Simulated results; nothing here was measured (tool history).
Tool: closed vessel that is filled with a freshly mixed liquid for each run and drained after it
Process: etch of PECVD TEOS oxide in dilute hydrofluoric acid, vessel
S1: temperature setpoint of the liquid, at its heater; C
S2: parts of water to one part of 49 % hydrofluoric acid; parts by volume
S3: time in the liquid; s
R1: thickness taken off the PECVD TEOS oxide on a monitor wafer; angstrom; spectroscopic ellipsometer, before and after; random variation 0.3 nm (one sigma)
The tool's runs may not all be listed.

Run 1, hour 0.0: S1 21.0 C, S2 175 parts by volume, S3 120 s. Result: R1 125.45 angstrom.
Run 2, hour 1.0: S1 23.0 C, S2 145 parts by volume, S3 120 s. Result: R1 171.82 angstrom.
Run 3, hour 6.6: S1 26.5 C, S2 145 parts by volume, S3 120 s. Result: R1 193.60 angstrom.
Run 4, hour 8.1: S1 27.0 C, S2 125 parts by volume, S3 120 s. Result: R1 236.78 angstrom.
Run 5, hour 10.8: S1 23.5 C, S2 125 parts by volume, S3 120 s. Result: R1 205.81 angstrom.
Run 6, hour 13.3: S1 25.0 C, S2 115 parts by volume, S3 120 s. Result: R1 238.30 angstrom.

The next listed run, before its measurement:
Run 7, hour 17.7: S1 26.0 C, S2 105 parts by volume, S3 120 s. Result: R1 ?.

Run 7 gave R1 279.22 angstrom.
